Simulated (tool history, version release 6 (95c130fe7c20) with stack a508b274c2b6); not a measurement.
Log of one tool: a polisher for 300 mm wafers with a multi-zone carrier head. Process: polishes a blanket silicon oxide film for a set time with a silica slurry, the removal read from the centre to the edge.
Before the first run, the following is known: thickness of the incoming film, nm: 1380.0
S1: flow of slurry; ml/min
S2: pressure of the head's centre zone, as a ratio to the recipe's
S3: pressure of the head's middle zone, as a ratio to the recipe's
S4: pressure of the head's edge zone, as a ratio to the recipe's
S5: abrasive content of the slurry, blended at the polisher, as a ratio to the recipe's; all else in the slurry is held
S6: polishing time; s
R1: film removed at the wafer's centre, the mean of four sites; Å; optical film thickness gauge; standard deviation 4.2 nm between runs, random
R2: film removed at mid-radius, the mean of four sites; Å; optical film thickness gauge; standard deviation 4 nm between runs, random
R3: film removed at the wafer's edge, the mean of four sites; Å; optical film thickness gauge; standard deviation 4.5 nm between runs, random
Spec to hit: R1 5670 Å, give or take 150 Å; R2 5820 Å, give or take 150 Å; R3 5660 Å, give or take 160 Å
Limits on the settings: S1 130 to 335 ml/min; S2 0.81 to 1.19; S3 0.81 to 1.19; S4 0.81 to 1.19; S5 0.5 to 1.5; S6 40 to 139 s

run,hour,S1,S2,S3,S4,S5,S6,R1,R2,R3
1,0,215,1,1,1,1,89,3328.8,3300.7,3394.7
2,8.5,215,1,1,1,1,102,3829,3750.7,3917
3,17,215,1,1,0.93,1,102,3797.5,3780.5,3716.7
4,23.4,235,1.03,1.06,1,1.15,102,4237.1,4261,4197.9
5,25.1,235,1.03,1.06,1,1.15,89,3726.2,3773.3,3668.8
6,29.7,235,1.03,1.06,1,1.05,89,3574.9,3596,3503.9
7,30.2,285,1.11,1.16,1.1,1.3,107,5228.5,5193,4886
8,36,285,1.1,1.16,1.12,1.35,108,5296.4,5280.4,5078.9
9,42.4,290,1.1,1.17,1.13,1.4,109,5461.5,5522.6,5201.6

Consider the 5 candidate settings below. Which is the only one whose results all fall within their allowed miss of target?
A,48.8,295,1.09,1.04,1.15,1.4,115,?,?,?
B,48.8,310,1.06,0.97,1.19,1.3,126,?,?,?
C,48.8,305,1.05,1.12,1.13,1.3,121,?,?,?
D,48.8,220,0.93,1.02,1.19,1.4,128,?,?,?
E,48.8,285,1.08,1.1,1.19,1.4,112,?,?,?

move,R1,R2,R3
A,5683.1,5337.6,5532.9
B,5904.8,5378.2,5998
C,5612.7,5827.4,5616.8
D,5187,5650.2,6089
E,5464.6,5433.8,5448.5
A: puts the biggest miss on target and leaves a different result outside tolerance
B: pushes the last run's worst result past its target
C: all results land within tolerance of their targets
D: pushes the last run's worst result past its target
E: nearer than the last run, and not there yet
The move that meets every target is C.

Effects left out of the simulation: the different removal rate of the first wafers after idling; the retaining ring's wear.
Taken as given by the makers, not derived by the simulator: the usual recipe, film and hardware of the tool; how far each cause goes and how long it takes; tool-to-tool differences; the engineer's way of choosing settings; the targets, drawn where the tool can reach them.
